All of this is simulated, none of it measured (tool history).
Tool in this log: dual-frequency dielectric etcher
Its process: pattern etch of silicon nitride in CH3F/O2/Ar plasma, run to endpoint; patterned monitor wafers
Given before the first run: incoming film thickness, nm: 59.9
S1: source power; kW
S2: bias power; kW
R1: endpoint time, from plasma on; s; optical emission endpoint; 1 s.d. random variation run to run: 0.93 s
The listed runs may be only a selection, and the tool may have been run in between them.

| run | hour | S1 | S2 | R1 |
|---|---|---|---|---|
| 1 | 0 | 0.29 | 0.078 | 97.816 |
| 2 | 8.5 | 0.31 | 0.078 | 96.647 |
| 3 | 13.6 | 0.3 | 0.075 | 97.861 |
| 4 | 15.9 | 0.29 | 0.072 | 102.61 |
| 5 | 21.3 | 0.28 | 0.071 | 104.4 |
| 6 | 24.3 | 0.31 | 0.071 | 99.831 |
| 7 | 25.3 | 0.3 | 0.07 | 102.82 |
| 8 | 27.8 | 0.29 | 0.069 | 103.89 |

Expected results for the next run?
| 9 | 32 | 0.28 | 0.068 | ? |

For run 9 the tool returned R1 103.53 s.

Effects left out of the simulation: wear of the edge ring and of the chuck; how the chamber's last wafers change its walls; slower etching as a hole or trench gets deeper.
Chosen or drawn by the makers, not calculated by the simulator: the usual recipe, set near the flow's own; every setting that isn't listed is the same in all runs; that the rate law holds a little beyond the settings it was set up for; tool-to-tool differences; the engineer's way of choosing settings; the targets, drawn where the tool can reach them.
